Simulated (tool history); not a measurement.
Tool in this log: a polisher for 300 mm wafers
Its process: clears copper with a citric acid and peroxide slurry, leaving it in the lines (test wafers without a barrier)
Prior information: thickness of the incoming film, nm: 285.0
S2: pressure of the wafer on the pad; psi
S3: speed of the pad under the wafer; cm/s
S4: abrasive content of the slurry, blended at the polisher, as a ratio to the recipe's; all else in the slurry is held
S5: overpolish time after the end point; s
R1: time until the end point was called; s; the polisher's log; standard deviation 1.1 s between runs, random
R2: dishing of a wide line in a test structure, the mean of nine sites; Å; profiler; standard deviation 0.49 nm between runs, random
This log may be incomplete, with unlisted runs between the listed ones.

{"run": 1, "day": 0.0, "flow of slurry (ml/min)": 230, "S2": 3.7, "S3": 96, "S4": 1, "S5": 22, "R1": 127.91, "R2": 295.83}
{"run": 2, "day": 0.312, "flow of slurry (ml/min)": 230, "S2": 4.1, "S3": 96, "S4": 1, "S5": 18, "R1": 111.52, "R2": 266.77}
{"run": 3, "day": 0.583, "flow of slurry (ml/min)": 230, "S2": 4.1, "S3": 86, "S4": 1, "S5": 18, "R1": 124.09, "R2": 248.39}
{"run": 4, "day": 0.862, "flow of slurry (ml/min)": 230, "S2": 4.1, "S3": 86, "S4": 0.9, "S5": 18, "R1": 126.37, "R2": 252.34}
{"run": 5, "day": 1.192, "flow of slurry (ml/min)": 190, "S2": 4.1, "S3": 86, "S4": 0.9, "S5": 18, "R1": 128.93, "R2": 251.2}
{"run": 6, "day": 1.467, "flow of slurry (ml/min)": 190, "S2": 4.1, "S3": 86, "S4": 0.9, "S5": 12, "R1": 131.04, "R2": 172.9}
{"run": 7, "day": 1.6, "flow of slurry (ml/min)": 190, "S2": 4.1, "S3": 86, "S4": 0.9, "S5": 12, "R1": 127.32, "R2": 164.3}
{"run": 8, "day": 1.833, "flow of slurry (ml/min)": 195, "S2": 4.5, "S3": 86, "S4": 0.9, "S5": 12, "R1": 120.87, "R2": 185.82}

Predict the results of run 9:
{"run": 9, "day": 2.158, "flow of slurry (ml/min)": 200, "S2": 4.9, "S3": 88, "S4": 0.9, "S5": 12, "R1": "?", "R2": "?"}

R1: 107.6 s
R2: 205.06 Å
